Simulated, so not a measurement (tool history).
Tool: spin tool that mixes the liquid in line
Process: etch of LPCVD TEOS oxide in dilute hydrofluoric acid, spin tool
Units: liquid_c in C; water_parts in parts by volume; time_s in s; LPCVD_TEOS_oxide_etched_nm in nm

run,day,liquid_c,water_parts,time_s,LPCVD_TEOS_oxide_etched_nm
1,0.000,23.0,235,55,7.4114
2,0.058,23.0,270,55,6.4103
3,0.125,24.5,260,55,7.1362
4,0.233,23.0,260,55,6.7303
5,0.404,24.5,255,55,7.2645
6,0.700,24.5,255,60,7.8458
7,0.967,25.5,250,60,8.2515
8,1.167,26.0,245,60,8.8076

Run 9 comes next. What will it give?
9,1.529,27.0,245,60,?

Run 9 gave LPCVD_TEOS_oxide_etched_nm 9.2785 nm.

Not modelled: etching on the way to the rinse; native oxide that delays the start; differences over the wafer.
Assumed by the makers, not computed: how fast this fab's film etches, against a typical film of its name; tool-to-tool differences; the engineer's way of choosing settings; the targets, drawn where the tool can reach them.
